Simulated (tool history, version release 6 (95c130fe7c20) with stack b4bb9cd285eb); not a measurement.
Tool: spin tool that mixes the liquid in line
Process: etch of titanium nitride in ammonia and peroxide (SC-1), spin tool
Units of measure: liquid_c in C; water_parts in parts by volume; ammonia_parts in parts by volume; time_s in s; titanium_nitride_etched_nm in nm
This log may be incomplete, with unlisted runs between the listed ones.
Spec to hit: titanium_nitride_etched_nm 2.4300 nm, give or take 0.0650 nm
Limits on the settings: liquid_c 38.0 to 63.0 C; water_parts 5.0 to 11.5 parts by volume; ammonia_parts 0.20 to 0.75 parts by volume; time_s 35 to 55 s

run  hour  liquid_c  water_parts  ammonia_parts  time_s  titanium_nitride_etched_nm
  1   0.0      47.0          6.5           0.45      55                      5.2435
  2   4.2      47.0          6.5           0.50      55                      5.2861
  3  11.8      47.0          6.5           0.60      55                      5.5022
  4  17.6      47.0          6.5           0.50      55                      5.2457
  5  25.3      40.0          6.5           0.50      55                      3.1781
  6  27.3      40.0          6.5           0.40      55                      3.0634
  7  31.4      39.5          6.5           0.40      55                      2.9407
  8  36.2      39.0          6.5           0.40      55                      2.8473
  9  43.9      38.5          7.0           0.40      55                      2.6420

Exactly one of the 4 candidate moves below puts every result within its allowed miss. Which one?
  A  51.6      39.0          6.5           0.25      55                           ?
  B  51.6      39.0          8.0           0.45      55                           ?
  C  51.6      40.5          9.5           0.25      55                           ?
  D  51.6      39.5          7.5           0.30      55                           ?

move  titanium_nitride_etched_nm
   A                      2.6130
   B                      2.6092
   C                      2.4004
   D                      2.6065
A: moves toward the targets from the last run without getting all of them in spec
B: moves toward the targets from the last run without getting all of them in spec
C: all results land within tolerance of their targets
D: moves toward the targets from the last run without getting all of them in spec
Correct choice: C, which meets every target

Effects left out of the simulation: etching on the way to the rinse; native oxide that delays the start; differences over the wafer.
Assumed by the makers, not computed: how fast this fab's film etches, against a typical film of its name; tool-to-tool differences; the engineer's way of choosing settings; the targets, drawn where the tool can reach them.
